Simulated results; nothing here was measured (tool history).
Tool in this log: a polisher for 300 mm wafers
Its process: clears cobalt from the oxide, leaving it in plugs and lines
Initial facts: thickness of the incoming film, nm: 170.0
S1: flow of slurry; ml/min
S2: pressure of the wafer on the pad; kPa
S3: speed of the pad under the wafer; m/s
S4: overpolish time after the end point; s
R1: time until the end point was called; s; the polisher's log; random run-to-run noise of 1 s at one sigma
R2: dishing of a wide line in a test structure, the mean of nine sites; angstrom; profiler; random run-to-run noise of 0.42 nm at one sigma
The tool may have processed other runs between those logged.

Run 1, hour 0: S1 120 ml/min, S2 9.7 kPa, S3 0.76 m/s, S4 24 s. Result: R1 59.755 s, R2 409.14 angstrom.
Run 2, hour 7.6: S1 115 ml/min, S2 8.3 kPa, S3 0.76 m/s, S4 27 s. Result: R1 69.573 s, R2 393.4 angstrom.
Run 3, hour 15.3: S1 110 ml/min, S2 7.6 kPa, S3 0.76 m/s, S4 30 s. Result: R1 77.81 s, R2 400.28 angstrom.
Run 4, hour 19.7: S1 110 ml/min, S2 7.6 kPa, S3 0.76 m/s, S4 38 s. Result: R1 78.119 s, R2 465.47 angstrom.
Run 5, hour 27.3: S1 95 ml/min, S2 7.6 kPa, S3 0.76 m/s, S4 38 s. Result: R1 83.543 s, R2 461.53 angstrom.
Run 6, hour 29.6: S1 95 ml/min, S2 7.6 kPa, S3 0.76 m/s, S4 33 s. Result: R1 81.842 s, R2 411.35 angstrom.

Run 7 has not been measured yet. What should we expect?
Run 7, hour 32.9: S1 90 ml/min, S2 7.6 kPa, S3 0.76 m/s, S4 34 s. Result: R1 ?, R2 ?.

Logged for run 7: R1 82.669 s, R2 414.45 angstrom.

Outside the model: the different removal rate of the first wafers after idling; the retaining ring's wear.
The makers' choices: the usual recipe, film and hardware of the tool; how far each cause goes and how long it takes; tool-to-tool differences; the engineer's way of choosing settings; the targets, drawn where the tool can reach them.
